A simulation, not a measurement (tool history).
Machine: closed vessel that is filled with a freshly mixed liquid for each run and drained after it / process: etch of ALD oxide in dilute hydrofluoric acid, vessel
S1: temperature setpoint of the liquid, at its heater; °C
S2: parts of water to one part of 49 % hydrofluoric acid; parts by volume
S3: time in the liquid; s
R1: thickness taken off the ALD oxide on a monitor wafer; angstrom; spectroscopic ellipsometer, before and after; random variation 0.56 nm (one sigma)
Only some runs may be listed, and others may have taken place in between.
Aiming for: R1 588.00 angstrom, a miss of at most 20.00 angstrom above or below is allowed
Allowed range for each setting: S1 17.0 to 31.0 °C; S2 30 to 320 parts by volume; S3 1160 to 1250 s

Run 1, hour 0.0: S1 23.0 °C, S2 175 parts by volume, S3 1160 s. Result: R1 687.06 angstrom.
Run 2, hour 1.1: S1 22.0 °C, S2 175 parts by volume, S3 1160 s. Result: R1 663.86 angstrom.
Run 3, hour 7.8: S1 22.0 °C, S2 145 parts by volume, S3 1160 s. Result: R1 835.70 angstrom.
Run 4, hour 13.2: S1 22.0 °C, S2 145 parts by volume, S3 1160 s. Result: R1 824.31 angstrom.
Run 5, hour 15.7: S1 23.0 °C, S2 145 parts by volume, S3 1160 s. Result: R1 841.76 angstrom.
Run 6, hour 21.9: S1 24.5 °C, S2 145 parts by volume, S3 1160 s. Result: R1 905.42 angstrom.
Run 7, hour 25.5: S1 24.5 °C, S2 145 parts by volume, S3 1160 s. Result: R1 880.66 angstrom.
Run 8, hour 28.6: S1 23.0 °C, S2 155 parts by volume, S3 1160 s. Result: R1 787.86 angstrom.

4 next moves are on the table. One of them brings every result within its allowed miss. Which?
Run A, hour 31.7: S1 22.0 °C, S2 195 parts by volume, S3 1195 s. Result: R1 ?.
Run B, hour 31.7: S1 24.0 °C, S2 200 parts by volume, S3 1225 s. Result: R1 ?.
Run C, hour 31.7: S1 27.5 °C, S2 230 parts by volume, S3 1250 s. Result: R1 ?.
Run D, hour 31.7: S1 21.5 °C, S2 175 parts by volume, S3 1160 s. Result: R1 ?.

move      R1
   A  593.03
   B  635.44
   C  618.54
   D  642.53
A: every result lands within tolerance
B: closes in on the targets versus the last run, not all within tolerance yet
C: closes in on the targets versus the last run, not all within tolerance yet
D: closes in on the targets versus the last run, not all within tolerance yet
Correct choice: A, which meets every target
